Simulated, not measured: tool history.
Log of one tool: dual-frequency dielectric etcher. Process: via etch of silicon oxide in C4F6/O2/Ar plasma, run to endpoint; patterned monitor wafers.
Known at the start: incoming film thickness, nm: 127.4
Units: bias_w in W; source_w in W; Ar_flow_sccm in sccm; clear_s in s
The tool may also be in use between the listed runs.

| run | hour | bias_w | source_w | Ar_flow_sccm | clear_s |
|---|---|---|---|---|---|
| 1 | 0.0 | 501 | 340 | 211 | 28.050 |
| 2 | 7.4 | 501 | 340 | 229 | 28.185 |
| 3 | 11.0 | 537 | 350 | 228 | 26.502 |
| 4 | 14.1 | 537 | 350 | 193 | 26.208 |
| 5 | 21.2 | 553 | 350 | 193 | 25.604 |
| 6 | 21.9 | 553 | 350 | 164 | 25.558 |
| 7 | 24.6 | 630 | 370 | 163 | 23.144 |

Forecast run 8:
| 8 | 28.9 | 623 | 370 | 163 | ? |

{"run 8": {"clear_s": 23.129}}
